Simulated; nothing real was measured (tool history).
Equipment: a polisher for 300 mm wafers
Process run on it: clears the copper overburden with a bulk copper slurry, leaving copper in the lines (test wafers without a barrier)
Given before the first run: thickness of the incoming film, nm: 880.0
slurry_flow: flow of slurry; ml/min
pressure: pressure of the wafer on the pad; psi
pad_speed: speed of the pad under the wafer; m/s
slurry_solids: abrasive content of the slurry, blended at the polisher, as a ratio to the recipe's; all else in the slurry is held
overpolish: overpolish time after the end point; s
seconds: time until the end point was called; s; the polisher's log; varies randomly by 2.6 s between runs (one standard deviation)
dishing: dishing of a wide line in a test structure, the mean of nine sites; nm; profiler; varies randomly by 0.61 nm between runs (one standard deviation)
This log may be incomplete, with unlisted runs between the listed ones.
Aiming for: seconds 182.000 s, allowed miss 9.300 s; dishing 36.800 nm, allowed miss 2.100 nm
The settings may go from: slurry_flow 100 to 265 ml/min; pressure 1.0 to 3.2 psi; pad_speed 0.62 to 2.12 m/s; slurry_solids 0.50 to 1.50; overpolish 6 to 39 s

run	hour	slurry_flow	pressure	pad_speed	slurry_solids	overpolish	seconds	dishing
1	0.0	170	2.1	1.36	1.00	20	89.072	46.102
2	4.1	170	1.9	1.32	1.00	20	96.808	44.227
3	12.1	170	1.9	1.54	1.00	20	84.700	46.580
4	15.4	170	1.7	1.44	1.00	21	97.524	43.500
5	19.9	170	1.6	1.36	1.00	23	107.780	43.329
6	28.5	170	1.5	1.30	1.00	24	118.670	43.321
7	31.8	170	1.4	1.24	1.00	24	127.690	42.523
8	33.3	170	1.3	1.20	1.00	23	145.380	39.682
9	37.0	170	1.2	1.18	1.00	23	153.020	39.254
10	43.1	170	1.2	1.16	1.00	23	157.720	39.036
11	50.4	170	1.1	1.14	1.00	22	167.460	35.485

5 next moves are on the table. One of them brings every result within its allowed miss. Which?
A	57.7	195	1.3	0.98	1.05	30	?	?
B	57.7	135	1.0	1.12	1.25	37	?	?
C	57.7	200	1.3	1.04	0.75	21	?	?
D	57.7	195	1.4	0.94	1.20	29	?	?
E	57.7	180	1.0	1.12	1.05	24	?	?

move	seconds	dishing
A	170.080	40.118
B	187.000	39.861
C	167.520	35.695
D	164.380	40.485
E	181.760	35.450
A: no better and no worse than the last run
B: the worst result of the last run now meets its target, but another is out of spec
C: no better and no worse than the last run
D: lands further from the targets than the last run did
E: every result lands within tolerance
So the answer is move E, the one that meets all the targets.

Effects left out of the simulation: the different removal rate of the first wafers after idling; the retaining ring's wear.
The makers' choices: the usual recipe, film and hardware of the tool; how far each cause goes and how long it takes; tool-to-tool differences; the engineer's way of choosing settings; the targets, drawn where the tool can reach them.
